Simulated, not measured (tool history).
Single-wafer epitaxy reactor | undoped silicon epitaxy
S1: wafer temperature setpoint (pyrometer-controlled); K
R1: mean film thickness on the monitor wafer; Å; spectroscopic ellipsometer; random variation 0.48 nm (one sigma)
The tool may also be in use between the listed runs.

{"run": 1, "hour": 0.0, "S1": 933.15, "deposition time (s)": 472, "R1": 1023.0}
{"run": 2, "hour": 5.0, "S1": 937.15, "deposition time (s)": 473, "R1": 1097.3}
{"run": 3, "hour": 12.3, "S1": 928.15, "deposition time (s)": 473, "R1": 926.31}
{"run": 4, "hour": 16.2, "S1": 928.15, "deposition time (s)": 417, "R1": 817.02}
{"run": 5, "hour": 23.8, "S1": 924.15, "deposition time (s)": 417, "R1": 758.14}
{"run": 6, "hour": 25.8, "S1": 930.15, "deposition time (s)": 429, "R1": 873.97}
{"run": 7, "hour": 27.5, "S1": 935.15, "deposition time (s)": 439, "R1": 982.57}

The next listed run, before its measurement:
{"run": 8, "hour": 33.1, "S1": 939.15, "deposition time (s)": 447, "R1": "?"}

{"run 8": {"R1": 1075.6}}
